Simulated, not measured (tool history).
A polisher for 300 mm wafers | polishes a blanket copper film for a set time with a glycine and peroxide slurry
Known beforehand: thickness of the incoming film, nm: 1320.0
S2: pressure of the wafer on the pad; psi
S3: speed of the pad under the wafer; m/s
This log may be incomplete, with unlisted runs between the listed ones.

run 1 day=0.000 | flow_of_slurry_(ml/min)=280 S2=3.1 S3=0.84 polishing_time_(s)=46 | film_removed_(Å)=2617.7
run 2 day=0.354 | flow_of_slurry_(ml/min)=280 S2=3.9 S3=0.84 polishing_time_(s)=46 | film_removed_(Å)=3204.6
run 3 day=0.408 | flow_of_slurry_(ml/min)=280 S2=3.9 S3=0.74 polishing_time_(s)=46 | film_removed_(Å)=2868.7
run 4 day=0.767 | flow_of_slurry_(ml/min)=280 S2=3.9 S3=0.74 polishing_time_(s)=41 | film_removed_(Å)=2543.5
run 5 day=0.804 | flow_of_slurry_(ml/min)=280 S2=3.9 S3=0.74 polishing_time_(s)=41 | film_removed_(Å)=2552.2
run 6 day=1.012 | flow_of_slurry_(ml/min)=280 S2=3.9 S3=0.92 polishing_time_(s)=41 | film_removed_(Å)=3046.3
run 7 day=1.108 | flow_of_slurry_(ml/min)=280 S2=3.7 S3=0.92 polishing_time_(s)=41 | film_removed_(Å)=2941.4
run 8 day=1.283 | flow_of_slurry_(ml/min)=280 S2=3.6 S3=0.92 polishing_time_(s)=41 | film_removed_(Å)=2854.5

Forecast run 9:
run 9 day=1.346 | flow_of_slurry_(ml/min)=280 S2=3.6 S3=0.92 polishing_time_(s)=41 | film_removed_(Å)=?

film removed (Å): 2865.2

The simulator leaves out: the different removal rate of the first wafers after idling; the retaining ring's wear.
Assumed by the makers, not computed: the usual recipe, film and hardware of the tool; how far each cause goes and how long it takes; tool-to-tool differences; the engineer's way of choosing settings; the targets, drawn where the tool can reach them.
